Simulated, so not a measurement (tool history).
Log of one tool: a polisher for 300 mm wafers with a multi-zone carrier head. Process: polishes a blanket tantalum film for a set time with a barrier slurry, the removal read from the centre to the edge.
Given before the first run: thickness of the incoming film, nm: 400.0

run,hour,flow of slurry (ml/min),pressure of the head's centre zone,pressure of the head's middle zone,pressure of the head's edge zone,abrasive content of the slurry,polishing time (s),film removed at the wafer's centre (Å),film removed at mid-radius (Å),film removed at the wafer's edge (Å)
1,0,230,1,1,1,1,60,1739.8,1695,1731.1
2,4.8,230,1,1,1,1,50,1440.3,1407.1,1445
3,8.6,235,1.01,1.01,1.02,1.05,51,1524.9,1469.5,1525.9
4,9.2,235,0.96,1.01,1.02,1.05,51,1452.6,1487.1,1528.9
5,12.4,240,0.98,1.03,1.04,1.1,52,1525.3,1546,1595.2
6,19,245,1,1.05,1.05,1.15,53,1626.9,1690.4,1670.7

Forecast run 7:
7,25.7,250,1.02,1.05,1.07,1.2,53,?,?,?

film removed at the wafer's centre (Å): 1716.5
film removed at mid-radius (Å): 1686.6
film removed at the wafer's edge (Å): 1710.5

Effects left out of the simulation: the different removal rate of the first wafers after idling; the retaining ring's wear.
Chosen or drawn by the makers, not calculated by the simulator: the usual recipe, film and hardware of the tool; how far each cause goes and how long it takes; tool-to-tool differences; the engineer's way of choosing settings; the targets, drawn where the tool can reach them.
